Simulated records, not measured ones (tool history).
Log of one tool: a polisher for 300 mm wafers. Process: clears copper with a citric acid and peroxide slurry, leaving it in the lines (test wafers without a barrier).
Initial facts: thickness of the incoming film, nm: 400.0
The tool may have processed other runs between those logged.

run  hour  flow of slurry (ml/min)  pressure of the wafer on the pad (kPa)  speed of the pad under the wafer (cm/s)  abrasive content of the slurry  overpolish time after the end point (s)  time until the end point was called (s)  dishing of a wide line in a test structure (Å)
  1     0                      245                                    26.2                                      120                               1                                       25                                   117.95                                          581.38
  2   8.7                      245                                    26.2                                      120                               1                                       15                                   117.95                                          376.06
  3  12.4                      210                                    26.2                                      120                               1                                       15                                   116.43                                          374.87
  4  14.4                      215                                    27.6                                      128                               1                                       18                                   104.75                                          493.86
  5  21.1                      215                                    24.1                                      128                               1                                       18                                   119.81                                          429.36
     26.6  -- worn pad replaced by a new one
  6  26.6                      215                                    26.2                                      134                               1                                       20                                   95.242                                           556.6

Expected results for the next run?
  7  27.4                      215                                    27.6                                      134                               1                                       21                                        ?                                               ?

time until the end point was called (s): 92.564
dishing of a wide line in a test structure (Å): 591.41
